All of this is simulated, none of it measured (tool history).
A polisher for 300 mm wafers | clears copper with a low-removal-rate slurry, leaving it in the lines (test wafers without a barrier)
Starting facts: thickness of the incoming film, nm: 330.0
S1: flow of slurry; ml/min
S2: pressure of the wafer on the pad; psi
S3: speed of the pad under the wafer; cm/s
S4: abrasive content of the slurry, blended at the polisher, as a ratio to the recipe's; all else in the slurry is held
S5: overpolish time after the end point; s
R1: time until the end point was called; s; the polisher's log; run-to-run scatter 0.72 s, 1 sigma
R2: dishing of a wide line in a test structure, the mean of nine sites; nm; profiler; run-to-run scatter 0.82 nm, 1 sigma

run 1 hour=0 | S1=235 S2=4 S3=110 S4=1 S5=19 | R1=75.775 R2=55.94
run 2 hour=5.9 | S1=235 S2=4.8 S3=110 S4=1 S5=19 | R1=65.767 R2=62.46
run 3 hour=7.7 | S1=235 S2=4.8 S3=110 S4=0.85 S5=19 | R1=68.797 R2=61.103
run 4 hour=15.5 | S1=230 S2=4.7 S3=110 S4=0.85 S5=20 | R1=70.657 R2=61.984
run 5 hour=23.5 | S1=230 S2=4.7 S3=110 S4=1.05 S5=20 | R1=66.802 R2=65.292
run 6 hour=29.3 | S1=225 S2=4.6 S3=110 S4=1.05 S5=21 | R1=68.336 R2=66.832
run 7 hour=32.4 | S1=215 S2=4.5 S3=110 S4=1.05 S5=22 | R1=69.128 R2=67.333
run 8 hour=36.6 | S1=215 S2=4.5 S3=110 S4=1.05 S5=22 | R1=68.351 R2=69.06
run 9 hour=41.1 | S1=215 S2=4.4 S3=110 S4=1.05 S5=23 | R1=70.738 R2=70.32

Run 10 has not been measured yet. What should we expect?
run 10 hour=47.5 | S1=215 S2=4.4 S3=110 S4=1.05 S5=23 | R1=? R2=?

{"run 10": {"R1": 70.697, "R2": 70.097}}
